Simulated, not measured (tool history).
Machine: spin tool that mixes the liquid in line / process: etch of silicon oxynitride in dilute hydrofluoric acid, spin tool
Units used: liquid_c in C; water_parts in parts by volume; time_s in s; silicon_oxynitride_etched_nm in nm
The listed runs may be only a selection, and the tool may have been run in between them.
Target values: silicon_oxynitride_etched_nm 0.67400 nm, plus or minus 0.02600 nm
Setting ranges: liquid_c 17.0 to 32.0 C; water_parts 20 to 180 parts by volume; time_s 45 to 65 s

run	hour	liquid_c	water_parts	time_s	silicon_oxynitride_etched_nm
1	0.0	24.0	100	65	1.21060
2	4.2	24.0	130	65	0.90558
3	6.7	24.0	130	65	0.90171
4	11.1	22.5	130	65	0.84397
5	12.5	22.5	100	65	1.08240
6	16.7	25.5	100	65	1.26190
7	17.4	23.0	110	65	1.01310
8	20.8	21.0	115	65	0.87660
9	25.4	20.0	115	65	0.85279
10	26.9	19.0	120	65	0.77470
11	30.1	18.5	120	65	0.74033
12	35.7	18.0	120	65	0.73605
13	40.5	17.5	120	65	0.71185

Which of these 4 next moves meets every target?
A	45.3	17.0	110	65	?
B	45.3	18.5	120	65	?
C	45.3	17.0	125	65	?
D	45.3	19.0	110	60	?

move	silicon_oxynitride_etched_nm
A	0.76727
B	0.75332
C	0.66932
D	0.78242
A: moves away from the targets compared with the last run
B: moves away from the targets compared with the last run
C: meets every target
D: moves away from the targets compared with the last run
Answer: C
